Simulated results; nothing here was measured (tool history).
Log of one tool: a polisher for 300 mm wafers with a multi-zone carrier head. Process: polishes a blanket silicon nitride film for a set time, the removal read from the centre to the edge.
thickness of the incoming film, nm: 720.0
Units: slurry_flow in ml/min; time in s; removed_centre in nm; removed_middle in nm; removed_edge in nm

run,hour,slurry_flow,centre_zone,middle_zone,edge_zone,time,removed_centre,removed_middle,removed_edge
1,0,130,1,1,1,48,145.11,139.32,141.33
2,4.8,130,1,1,1,57,169.02,169.42,167.11
3,11.3,120,0.96,0.95,1,51,145.05,135.17,146.22
4,16.2,110,0.92,0.94,1,48,128.22,126.76,139.44
5,24.2,85,0.92,0.94,1,48,118.42,116.73,128.49
6,25.4,85,0.92,0.94,1,56,135.45,131.99,149.81
7,31.5,85,0.92,0.94,1,56,136.72,133.79,150.59
8,36.9,85,0.92,0.94,1,56,134.57,136.54,154
9,45.6,85,0.9,0.91,0.99,52,121.74,124.71,142.21
10,47.5,80,0.94,0.82,1.01,39,92.975,84.839,103.81

Forecast run 11:
11,50.6,85,0.93,0.82,1.02,39,?,?,?

{"run 11": {"removed_centre": 94.865, "removed_middle": 83.731, "removed_edge": 105.37}}
